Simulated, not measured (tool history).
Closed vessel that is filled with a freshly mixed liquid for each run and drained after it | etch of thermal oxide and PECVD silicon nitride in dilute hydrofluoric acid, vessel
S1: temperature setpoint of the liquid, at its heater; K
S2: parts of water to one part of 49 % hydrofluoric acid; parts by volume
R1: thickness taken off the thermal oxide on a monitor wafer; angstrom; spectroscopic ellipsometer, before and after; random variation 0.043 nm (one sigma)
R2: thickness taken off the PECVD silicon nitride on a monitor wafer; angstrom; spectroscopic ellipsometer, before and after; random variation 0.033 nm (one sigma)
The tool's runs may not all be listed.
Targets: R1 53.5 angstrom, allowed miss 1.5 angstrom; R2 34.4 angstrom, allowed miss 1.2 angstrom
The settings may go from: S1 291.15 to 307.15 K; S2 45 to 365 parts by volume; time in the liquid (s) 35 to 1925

Run 1, hour 0: S1 299.15 K, S2 205 parts by volume, time in the liquid (s) 980. Result: R1 215.26 angstrom, R2 139.89 angstrom.
Run 2, hour 0.8: S1 301.65 K, S2 205 parts by volume, time in the liquid (s) 980. Result: R1 237.53 angstrom, R2 163.52 angstrom.
Run 3, hour 3.4: S1 301.65 K, S2 205 parts by volume, time in the liquid (s) 1345. Result: R1 328.65 angstrom, R2 221.99 angstrom.
Run 4, hour 8.2: S1 300.15 K, S2 205 parts by volume, time in the liquid (s) 1345. Result: R1 301.74 angstrom, R2 202.34 angstrom.
Run 5, hour 14.3: S1 300.15 K, S2 270 parts by volume, time in the liquid (s) 1345. Result: R1 217.99 angstrom, R2 155.72 angstrom.
Run 6, hour 22.4: S1 300.15 K, S2 270 parts by volume, time in the liquid (s) 1060. Result: R1 169.86 angstrom, R2 121.8 angstrom.
Run 7, hour 29.9: S1 299.15 K, S2 280 parts by volume, time in the liquid (s) 1010. Result: R1 149.96 angstrom, R2 107.68 angstrom.
Run 8, hour 36.5: S1 298.15 K, S2 285 parts by volume, time in the liquid (s) 945. Result: R1 132.53 angstrom, R2 90.585 angstrom.
Run 9, hour 40.9: S1 298.15 K, S2 285 parts by volume, time in the liquid (s) 945. Result: R1 134.42 angstrom, R2 91.308 angstrom.
Run 10, hour 43.8: S1 297.65 K, S2 295 parts by volume, time in the liquid (s) 895. Result: R1 117.06 angstrom, R2 82.407 angstrom.
Run 11, hour 50.4: S1 297.65 K, S2 295 parts by volume, time in the liquid (s) 895. Result: R1 118.84 angstrom, R2 81.474 angstrom.
Run 12, hour 51.4: S1 297.15 K, S2 305 parts by volume, time in the liquid (s) 860. Result: R1 107.56 angstrom, R2 73.338 angstrom.
Run 13, hour 56.5: S1 296.65 K, S2 310 parts by volume, time in the liquid (s) 825. Result: R1 98.931 angstrom, R2 65.919 angstrom.
Run 14, hour 65: S1 296.15 K, S2 315 parts by volume, time in the liquid (s) 795. Result: R1 92.448 angstrom, R2 61.038 angstrom.
Run 15, hour 65.8: S1 295.65 K, S2 320 parts by volume, time in the liquid (s) 770. Result: R1 86.894 angstrom, R2 56.8 angstrom.
Run 16, hour 74.8: S1 292.65 K, S2 365 parts by volume, time in the liquid (s) 610. Result: R1 51.772 angstrom, R2 32.646 angstrom.

Which of these 5 next moves meets every target?
Run A, hour 83.8: S1 293.15 K, S2 360 parts by volume, time in the liquid (s) 605. Result: R1 ?, R2 ?.
Run B, hour 83.8: S1 294.15 K, S2 365 parts by volume, time in the liquid (s) 570. Result: R1 ?, R2 ?.
Run C, hour 83.8: S1 294.15 K, S2 365 parts by volume, time in the liquid (s) 545. Result: R1 ?, R2 ?.
Run D, hour 83.8: S1 291.15 K, S2 300 parts by volume, time in the liquid (s) 530. Result: R1 ?, R2 ?.
Run E, hour 83.8: S1 291.15 K, S2 355 parts by volume, time in the liquid (s) 625. Result: R1 ?, R2 ?.

move      R1      R2
   A    52.6  34.338
   B  50.407  33.966
   C  48.197  32.476
   D   54.11  31.551
   E  51.501   31.69
A: meets every target
B: brings the result that was furthest off to its target, and leaves another outside
C: further off than the last run
D: further off than the last run
E: further off than the last run
The right move is A.

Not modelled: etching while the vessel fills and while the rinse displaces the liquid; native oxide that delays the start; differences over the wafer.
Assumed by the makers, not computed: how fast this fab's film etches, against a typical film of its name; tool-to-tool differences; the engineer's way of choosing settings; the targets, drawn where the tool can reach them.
